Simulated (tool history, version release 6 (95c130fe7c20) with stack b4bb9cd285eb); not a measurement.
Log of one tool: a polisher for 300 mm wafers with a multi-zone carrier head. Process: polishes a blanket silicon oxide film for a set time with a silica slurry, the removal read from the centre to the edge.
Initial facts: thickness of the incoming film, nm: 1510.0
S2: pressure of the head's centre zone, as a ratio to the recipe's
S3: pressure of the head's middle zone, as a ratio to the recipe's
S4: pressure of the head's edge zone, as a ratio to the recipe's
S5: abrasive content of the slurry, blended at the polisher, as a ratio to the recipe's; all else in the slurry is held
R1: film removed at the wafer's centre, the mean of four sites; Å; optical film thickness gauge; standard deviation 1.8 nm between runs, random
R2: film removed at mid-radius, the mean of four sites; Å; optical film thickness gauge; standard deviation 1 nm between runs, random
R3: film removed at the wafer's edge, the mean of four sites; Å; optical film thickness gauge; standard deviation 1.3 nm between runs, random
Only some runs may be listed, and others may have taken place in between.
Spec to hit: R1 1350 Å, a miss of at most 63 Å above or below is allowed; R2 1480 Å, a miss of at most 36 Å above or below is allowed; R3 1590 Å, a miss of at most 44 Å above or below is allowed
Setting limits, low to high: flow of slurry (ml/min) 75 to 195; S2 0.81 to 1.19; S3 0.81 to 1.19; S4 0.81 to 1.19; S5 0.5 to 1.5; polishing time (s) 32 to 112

Run 1, day 0: flow of slurry (ml/min) 125, S2 1, S3 1, S4 1, S5 1, polishing time (s) 72. Result: R1 3053.3 Å, R2 3000.3 Å, R3 2942.4 Å.
Run 2, day 0.046: flow of slurry (ml/min) 125, S2 1, S3 1, S4 1, S5 1, polishing time (s) 54. Result: R1 2303.5 Å, R2 2243 Å, R3 2209.6 Å.
Run 3, day 0.283: flow of slurry (ml/min) 125, S2 1.04, S3 1, S4 1, S5 1, polishing time (s) 54. Result: R1 2395.5 Å, R2 2225.1 Å, R3 2173.7 Å.
Run 4, day 0.408: flow of slurry (ml/min) 115, S2 1.04, S3 1, S4 1, S5 1, polishing time (s) 54. Result: R1 2455.6 Å, R2 2184.6 Å, R3 2167.2 Å.
Run 5, day 0.496: flow of slurry (ml/min) 115, S2 1.04, S3 1, S4 1, S5 1.15, polishing time (s) 54. Result: R1 2550.4 Å, R2 2355.9 Å, R3 2351.5 Å.
At day 0.671: centre zone pressure recalibrated.
Run 6, day 0.671: flow of slurry (ml/min) 115, S2 1.01, S3 0.99, S4 1.01, S5 1.05, polishing time (s) 53. Result: R1 2201.3 Å, R2 2194.8 Å, R3 2219.3 Å.
Run 7, day 0.929: flow of slurry (ml/min) 85, S2 0.92, S3 0.89, S4 0.91, S5 0.8, polishing time (s) 51. Result: R1 1542.7 Å, R2 1567.7 Å, R3 1659.9 Å.
Run 8, day 1.092: flow of slurry (ml/min) 85, S2 0.91, S3 0.89, S4 0.91, S5 0.8, polishing time (s) 51. Result: R1 1539.8 Å, R2 1574.9 Å, R3 1682.4 Å.

5 next moves are on the table. One of them brings every result within its allowed miss. Which?
Run A, day 1.254: flow of slurry (ml/min) 100, S2 0.81, S3 0.84, S4 1.01, S5 0.8, polishing time (s) 49. Result: R1 ?, R2 ?, R3 ?.
Run B, day 1.254: flow of slurry (ml/min) 75, S2 0.84, S3 0.87, S4 0.87, S5 0.95, polishing time (s) 46. Result: R1 ?, R2 ?, R3 ?.
Run C, day 1.254: flow of slurry (ml/min) 120, S2 0.85, S3 0.86, S4 1, S5 0.9, polishing time (s) 41. Result: R1 ?, R2 ?, R3 ?.
Run D, day 1.254: flow of slurry (ml/min) 75, S2 0.84, S3 0.94, S4 0.91, S5 0.8, polishing time (s) 46. Result: R1 ?, R2 ?, R3 ?.
Run E, day 1.254: flow of slurry (ml/min) 85, S2 0.9, S3 0.95, S4 0.88, S5 0.65, polishing time (s) 52. Result: R1 ?, R2 ?, R3 ?.

move      R1      R2      R3
   A  1380.7  1480.3  1725.2
   B  1351.1  1458.8    1578
   C    1349    1403  1576.3
   D  1231.1  1416.7  1465.6
   E  1356.3  1470.1  1467.7
A: meets the target for the result that was furthest off, but another lies outside its allowed miss
B: each result inside its tolerance
C: meets the target for the result that was furthest off, but another lies outside its allowed miss
D: carries the result that was furthest off beyond its target, to the other side
E: meets the target for the result that was furthest off, but another lies outside its allowed miss
Go with B: it meets all targets.

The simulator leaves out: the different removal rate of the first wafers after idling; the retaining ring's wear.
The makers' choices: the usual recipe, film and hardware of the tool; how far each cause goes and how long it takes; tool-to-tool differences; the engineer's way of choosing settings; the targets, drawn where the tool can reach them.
